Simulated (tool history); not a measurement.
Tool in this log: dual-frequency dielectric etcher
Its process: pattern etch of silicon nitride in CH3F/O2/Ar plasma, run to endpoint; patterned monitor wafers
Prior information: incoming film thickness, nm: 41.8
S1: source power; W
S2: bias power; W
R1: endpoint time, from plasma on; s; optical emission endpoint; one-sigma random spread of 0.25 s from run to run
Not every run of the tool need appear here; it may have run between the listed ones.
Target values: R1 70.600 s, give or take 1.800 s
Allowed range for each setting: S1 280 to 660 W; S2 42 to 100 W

run 1 hour=0.0 | S1=470 S2=71 | R1=55.737
run 2 hour=6.9 | S1=420 S2=66 | R1=59.632
run 3 hour=12.5 | S1=380 S2=63 | R1=63.786
run 4 hour=16.3 | S1=360 S2=62 | R1=64.976
run 5 hour=20.7 | S1=360 S2=69 | R1=61.741
run 6 hour=27.2 | S1=360 S2=80 | R1=58.365
run 7 hour=28.0 | S1=340 S2=74 | R1=61.912
run 8 hour=30.6 | S1=320 S2=70 | R1=64.312
run 9 hour=38.1 | S1=310 S2=67 | R1=66.025
run 10 hour=46.9 | S1=300 S2=65 | R1=67.972

Which of these 5 next moves meets every target?
run A hour=55.7 | S1=280 S2=71 | R1=?
run B hour=55.7 | S1=300 S2=67 | R1=?
run C hour=55.7 | S1=330 S2=65 | R1=?
run D hour=55.7 | S1=320 S2=62 | R1=?
run E hour=55.7 | S1=280 S2=64 | R1=?

move=A R1=67.347
move=B R1=67.455
move=C R1=66.085
move=D R1=68.237
move=E R1=70.558
A: misses by more than the last run did
B: misses by more than the last run did
C: misses by more than the last run did
D: an improvement on the last run, though not all results are within tolerance
E: every result within its allowed miss
E meets every target.
